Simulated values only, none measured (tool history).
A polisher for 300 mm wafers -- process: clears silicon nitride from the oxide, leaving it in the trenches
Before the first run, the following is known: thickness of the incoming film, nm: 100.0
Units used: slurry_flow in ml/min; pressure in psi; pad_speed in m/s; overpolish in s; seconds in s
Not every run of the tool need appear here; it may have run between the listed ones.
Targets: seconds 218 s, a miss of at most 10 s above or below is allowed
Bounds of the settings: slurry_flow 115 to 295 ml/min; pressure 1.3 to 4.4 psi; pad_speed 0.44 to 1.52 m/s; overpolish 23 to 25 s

run,hour,slurry_flow,pressure,pad_speed,overpolish,seconds
1,0,190,2.8,0.98,23,108.93
2,4.1,210,2.8,0.98,23,106.64
3,12,205,2.5,0.94,23,121.68
4,18.2,205,3,0.94,23,102.05
5,22.8,200,2.6,0.92,23,117.51
6,31.3,195,2.3,0.86,23,146.16
7,34.9,190,2.1,0.86,23,157.96
8,40.3,185,1.9,0.86,23,175.75
9,48.6,180,1.8,0.86,23,181.59
10,57.3,175,1.7,0.86,23,195.86

Exactly one of the 4 candidate moves below puts every result within its allowed miss. Which one?
A,66,180,1.5,0.86,23,?
B,66,145,1.9,0.86,25,?
C,66,200,1.9,0.86,25,?
D,66,230,2.1,0.76,23,?

move,seconds
A,218.65
B,180.65
C,172.13
D,173.19
A: all results in spec
B: further off than the last run
C: further off than the last run
D: further off than the last run
Answer: A

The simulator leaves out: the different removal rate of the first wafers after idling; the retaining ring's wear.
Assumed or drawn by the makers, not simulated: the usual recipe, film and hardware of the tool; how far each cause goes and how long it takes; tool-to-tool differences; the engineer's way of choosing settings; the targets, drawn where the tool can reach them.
